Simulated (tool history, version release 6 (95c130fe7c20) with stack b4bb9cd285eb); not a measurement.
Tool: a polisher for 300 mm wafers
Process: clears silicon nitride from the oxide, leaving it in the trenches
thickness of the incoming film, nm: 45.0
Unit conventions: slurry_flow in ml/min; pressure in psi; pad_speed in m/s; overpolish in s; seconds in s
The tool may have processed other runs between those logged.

run 1 day=0 | slurry_flow=170 pressure=1.8 pad_speed=0.8 overpolish=3 | seconds=109.01
run 2 day=0.154 | slurry_flow=135 pressure=1.8 pad_speed=0.8 overpolish=3 | seconds=110.96
run 3 day=0.383 | slurry_flow=135 pressure=1.4 pad_speed=0.8 overpolish=3 | seconds=137.55
run 4 day=0.575 | slurry_flow=135 pressure=1.4 pad_speed=0.88 overpolish=3 | seconds=128.47
run 5 day=0.742 | slurry_flow=135 pressure=1.5 pad_speed=0.88 overpolish=3 | seconds=120.95
run 6 day=0.788 | slurry_flow=135 pressure=1.6 pad_speed=0.88 overpolish=3 | seconds=116.12
run 7 day=1.117 | slurry_flow=135 pressure=1.7 pad_speed=0.88 overpolish=3 | seconds=109.89
run 8 day=1.308 | slurry_flow=135 pressure=1.8 pad_speed=0.88 overpolish=3 | seconds=104.51

Run 9 has not been measured yet. What should we expect?
run 9 day=1.508 | slurry_flow=140 pressure=2 pad_speed=0.88 overpolish=3 | seconds=?

For run 9 the tool returned seconds 93.072 s.
